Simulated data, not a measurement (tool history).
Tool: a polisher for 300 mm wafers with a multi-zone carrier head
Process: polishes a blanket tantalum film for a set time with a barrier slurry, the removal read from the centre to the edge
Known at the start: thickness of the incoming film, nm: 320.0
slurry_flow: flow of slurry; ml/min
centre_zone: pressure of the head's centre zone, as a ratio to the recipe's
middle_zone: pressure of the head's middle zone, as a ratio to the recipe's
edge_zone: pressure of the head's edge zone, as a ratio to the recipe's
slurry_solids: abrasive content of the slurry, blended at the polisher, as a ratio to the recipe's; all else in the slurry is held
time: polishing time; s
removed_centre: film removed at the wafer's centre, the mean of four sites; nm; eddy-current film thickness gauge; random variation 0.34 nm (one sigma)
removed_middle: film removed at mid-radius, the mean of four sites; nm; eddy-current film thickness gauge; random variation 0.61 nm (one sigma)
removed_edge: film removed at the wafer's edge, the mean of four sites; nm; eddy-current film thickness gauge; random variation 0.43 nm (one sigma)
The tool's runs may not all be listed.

run 1 day=0.000 | slurry_flow=135 centre_zone=1.00 middle_zone=1.00 edge_zone=1.00 slurry_solids=1.00 time=53 | removed_centre=83.408 removed_middle=79.229 removed_edge=84.847
run 2 day=0.100 | slurry_flow=135 centre_zone=1.00 middle_zone=1.00 edge_zone=1.00 slurry_solids=1.00 time=59 | removed_centre=93.007 removed_middle=90.424 removed_edge=96.456
run 3 day=0.271 | slurry_flow=105 centre_zone=1.00 middle_zone=1.00 edge_zone=1.00 slurry_solids=1.00 time=59 | removed_centre=86.306 removed_middle=84.506 removed_edge=91.243
run 4 day=0.550 | slurry_flow=125 centre_zone=1.00 middle_zone=1.00 edge_zone=1.00 slurry_solids=1.00 time=59 | removed_centre=90.435 removed_middle=89.248 removed_edge=94.208
run 5 day=0.579 | slurry_flow=120 centre_zone=0.97 middle_zone=1.00 edge_zone=0.97 slurry_solids=0.90 time=56 | removed_centre=80.883 removed_middle=81.366 removed_edge=85.353
run 6 day=0.675 | slurry_flow=120 centre_zone=1.06 middle_zone=1.00 edge_zone=0.97 slurry_solids=0.90 time=56 | removed_centre=89.622 removed_middle=80.811 removed_edge=85.566
run 7 day=0.921 | slurry_flow=115 centre_zone=1.02 middle_zone=1.00 edge_zone=0.95 slurry_solids=0.80 time=53 | removed_centre=78.157 removed_middle=73.214 removed_edge=77.094
run 8 day=1.004 | slurry_flow=95 centre_zone=0.92 middle_zone=0.99 edge_zone=0.85 slurry_solids=0.55 time=41 | removed_centre=48.214 removed_middle=50.626 removed_edge=51.850
run 9 day=1.146 | slurry_flow=100 centre_zone=0.92 middle_zone=0.99 edge_zone=0.86 slurry_solids=0.55 time=41 | removed_centre=49.013 removed_middle=51.190 removed_edge=52.508

Forecast run 10:
run 10 day=1.254 | slurry_flow=100 centre_zone=0.92 middle_zone=1.00 edge_zone=0.87 slurry_solids=0.55 time=41 | removed_centre=? removed_middle=? removed_edge=?

{"run 10": {"removed_centre": 48.312, "removed_middle": 52.499, "removed_edge": 52.725}}

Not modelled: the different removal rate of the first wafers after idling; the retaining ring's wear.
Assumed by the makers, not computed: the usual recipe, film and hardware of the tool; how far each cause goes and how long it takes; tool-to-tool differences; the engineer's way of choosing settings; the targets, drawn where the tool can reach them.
